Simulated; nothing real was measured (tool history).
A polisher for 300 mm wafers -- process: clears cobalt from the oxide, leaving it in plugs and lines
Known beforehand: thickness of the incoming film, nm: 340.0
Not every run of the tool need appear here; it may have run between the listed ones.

| run | hour | flow of slurry (ml/min) | pressure of the wafer on the pad (psi) | speed of the pad under the wafer (m/s) | overpolish time after the end point (s) | time until the end point was called (s) | dishing of a wide line in a test structure (nm) |
|---|---|---|---|---|---|---|---|
| 1 | 0.0 | 125 | 1.5 | 0.84 | 30 | 115.540 | 50.003 |
| 2 | 6.2 | 125 | 1.5 | 1.00 | 30 | 99.188 | 56.686 |
| 3 | 13.7 | 115 | 1.3 | 0.94 | 35 | 120.840 | 56.810 |
| 4 | 21.8 | 110 | 1.1 | 0.88 | 37 | 151.920 | 49.697 |
| 5 | 25.2 | 105 | 1.0 | 0.86 | 40 | 169.360 | 48.856 |
| 6 | 32.9 | 105 | 0.8 | 0.86 | 40 | 204.240 | 44.333 |
| 7 | 41.9 | 100 | 0.8 | 0.86 | 43 | 206.830 | 45.864 |
| 8 | 47.6 | 95 | 0.8 | 0.86 | 45 | 212.900 | 46.777 |
| 9 | 51.6 | 90 | 0.8 | 0.86 | 46 | 214.550 | 47.458 |
| 10 | 53.5 | 85 | 0.8 | 0.86 | 47 | 217.530 | 46.696 |

Run 11 has not been measured yet. What should we expect?
| 11 | 54.3 | 85 | 0.8 | 0.86 | 47 | ? | ? |

Run 11 measured time until the end point was called (s) 214.690, dishing of a wide line in a test structure (nm) 45.921.
